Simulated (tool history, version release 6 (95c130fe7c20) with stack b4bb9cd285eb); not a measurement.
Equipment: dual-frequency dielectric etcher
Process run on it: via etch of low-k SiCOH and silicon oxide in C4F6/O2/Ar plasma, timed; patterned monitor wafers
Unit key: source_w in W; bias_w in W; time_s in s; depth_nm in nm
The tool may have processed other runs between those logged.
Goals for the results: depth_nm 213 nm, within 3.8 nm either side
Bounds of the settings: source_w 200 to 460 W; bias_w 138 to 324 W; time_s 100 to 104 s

run	hour	source_w	bias_w	time_s	depth_nm
1	0	330	231	100	277.85
2	0.8	300	231	100	265.37
3	4.3	270	231	100	249.84
4	11	310	231	100	267.69
5	13.1	280	222	100	246.99
6	16.7	260	221	100	236.46
7	22.2	250	220	100	231.05
8	29.6	240	220	100	227.95
9	31.4	230	220	100	222.08

Pick the move, out of 5, that brings all results within their allowed miss; only one does.
A	33.2	220	256	103	?
B	33.2	200	234	101.5	?
C	33.2	230	229	100	?
D	33.2	220	207	102.5	?
E	33.2	220	248	100.5	?

move	depth_nm
A	234.2
B	206.95
C	223.14
D	212.1
E	225.33
A: further off than the last run
B: carries the result that was furthest off beyond its target, to the other side
C: further off than the last run
D: meets every target
E: further off than the last run
The move that meets every target is D.
